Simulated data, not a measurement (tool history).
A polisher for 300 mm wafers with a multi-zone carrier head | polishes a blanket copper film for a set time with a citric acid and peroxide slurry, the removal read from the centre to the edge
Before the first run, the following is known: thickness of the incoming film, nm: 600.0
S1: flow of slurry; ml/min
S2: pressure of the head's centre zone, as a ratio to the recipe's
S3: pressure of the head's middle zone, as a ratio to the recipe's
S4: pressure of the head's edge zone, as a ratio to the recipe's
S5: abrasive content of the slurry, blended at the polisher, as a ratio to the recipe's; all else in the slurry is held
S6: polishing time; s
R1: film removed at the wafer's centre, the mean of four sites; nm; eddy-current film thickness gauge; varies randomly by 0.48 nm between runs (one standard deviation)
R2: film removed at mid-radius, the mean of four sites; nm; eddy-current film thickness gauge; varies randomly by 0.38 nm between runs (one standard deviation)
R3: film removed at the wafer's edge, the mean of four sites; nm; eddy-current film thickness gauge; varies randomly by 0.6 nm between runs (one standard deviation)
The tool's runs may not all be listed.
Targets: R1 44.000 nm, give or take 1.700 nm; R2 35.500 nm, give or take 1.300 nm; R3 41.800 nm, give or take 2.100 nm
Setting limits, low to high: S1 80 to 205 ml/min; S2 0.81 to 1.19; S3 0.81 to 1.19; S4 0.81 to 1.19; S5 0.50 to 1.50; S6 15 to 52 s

run	hour	S1	S2	S3	S4	S5	S6	R1	R2	R3
1	0.0	135	1.00	1.00	1.00	1.00	33	55.479	54.351	54.091
2	8.0	130	1.01	0.96	0.99	0.90	32	54.395	49.543	49.305
3	8.5	120	1.00	0.92	1.02	0.85	31	49.162	45.456	48.670
4	17.5	115	1.01	0.89	1.02	0.80	30	47.438	40.919	47.827
5	25.7	115	1.01	0.89	0.94	0.80	30	47.902	42.055	44.216
6	27.6	115	1.09	0.89	0.94	0.80	30	50.703	40.639	45.467
7	33.9	110	1.08	0.88	0.94	0.75	30	50.209	40.540	44.415
8	35.1	105	1.07	0.86	0.94	0.70	30	48.431	39.048	43.673
9	42.0	85	1.03	0.81	0.94	0.60	30	41.808	33.768	39.936

Exercise: of the 5 proposed moves below, exactly one satisfies all targets within the stated allowed misses. Which move is it?
A	48.9	95	1.19	0.84	0.84	0.60	27	?	?	?
B	48.9	100	1.04	0.82	0.96	0.55	30	?	?	?
C	48.9	80	1.12	0.81	1.06	0.65	29	?	?	?
D	48.9	90	0.98	0.81	0.95	0.60	29	?	?	?
E	48.9	95	1.03	0.89	0.82	0.50	30	?	?	?

move	R1	R2	R3
A	45.240	32.124	35.626
B	44.325	35.272	42.155
C	42.682	31.644	41.298
D	39.057	32.880	39.982
E	42.593	36.704	38.342
A: its largest miss is bigger than the last run's
B: meets every target
C: its largest miss is bigger than the last run's
D: its largest miss is bigger than the last run's
E: brings the result that was furthest off to its target, and leaves another outside
Go with B: it meets all targets.
